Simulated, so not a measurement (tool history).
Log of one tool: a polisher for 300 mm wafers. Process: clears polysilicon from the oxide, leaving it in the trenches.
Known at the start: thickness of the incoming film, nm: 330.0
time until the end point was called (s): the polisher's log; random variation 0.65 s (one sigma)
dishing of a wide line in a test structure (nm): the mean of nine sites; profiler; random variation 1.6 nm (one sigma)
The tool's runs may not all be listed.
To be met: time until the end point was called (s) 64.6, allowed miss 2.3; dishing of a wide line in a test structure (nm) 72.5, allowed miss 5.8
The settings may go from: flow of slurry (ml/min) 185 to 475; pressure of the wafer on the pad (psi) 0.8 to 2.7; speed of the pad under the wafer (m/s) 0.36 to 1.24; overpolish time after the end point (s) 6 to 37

run,hour,flow of slurry (ml/min),pressure of the wafer on the pad (psi),speed of the pad under the wafer (m/s),overpolish time after the end point (s),time until the end point was called (s),dishing of a wide line in a test structure (nm)
1,0,305,1.7,0.8,19,45.746,68.068
2,4.7,305,1.6,0.8,20,48.026,68.168
3,7,305,1.5,0.8,21,50.251,67.569
4,14.2,235,1.5,0.8,21,52.282,65.866
5,18.4,235,1.5,0.8,22,52.732,71.802
6,26,235,1.5,0.8,15,53.118,58.537
7,32.9,235,1.1,0.8,24,71.265,59.48
8,33.6,235,1.1,0.8,25,72.017,63.481

Which of these 5 next moves meets every target?
A,34.3,215,1.1,0.72,25,?,?
B,34.3,325,1.1,0.86,14,?,?
C,34.3,185,1.1,1.02,29,?,?
D,34.3,185,1.6,0.6,28,?,?
E,34.3,350,1.2,0.84,28,?,?

move,time until the end point was called (s),dishing of a wide line in a test structure (nm)
A,79.101,61.242
B,64.882,48.824
C,58.929,74.502
D,65.867,70.434
E,60.626,72.788
A: further off than the last run
B: brings the result that was furthest off to its target, and leaves another outside
C: takes the result that was furthest off past its target
D: meets every target
E: takes the result that was furthest off past its target
Answer: D
